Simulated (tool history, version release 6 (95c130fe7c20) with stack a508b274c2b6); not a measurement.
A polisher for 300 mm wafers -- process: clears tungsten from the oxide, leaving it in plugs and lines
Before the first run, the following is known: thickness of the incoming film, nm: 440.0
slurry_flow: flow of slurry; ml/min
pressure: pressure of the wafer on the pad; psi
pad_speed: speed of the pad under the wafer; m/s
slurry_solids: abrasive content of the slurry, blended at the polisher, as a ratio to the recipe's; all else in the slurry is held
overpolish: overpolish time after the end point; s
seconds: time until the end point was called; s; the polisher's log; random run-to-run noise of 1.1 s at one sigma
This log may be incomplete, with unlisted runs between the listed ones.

run	hour	slurry_flow	pressure	pad_speed	slurry_solids	overpolish	seconds
1	0.0	130	2.6	1.38	1.0	45	86.500
2	6.5	130	2.6	1.38	0.9	45	89.038
3	9.0	130	2.6	1.38	0.9	49	87.013
4	16.1	130	2.6	1.64	0.9	49	80.334
5	20.6	130	2.6	1.64	0.9	45	77.481
6	26.8	130	2.6	1.38	0.9	45	92.982
7	34.5	130	2.6	1.38	0.9	45	91.082

Expected results for the next run?
8	35.8	130	2.6	1.38	0.9	45	?

{"run 8": {"seconds": 89.201}}
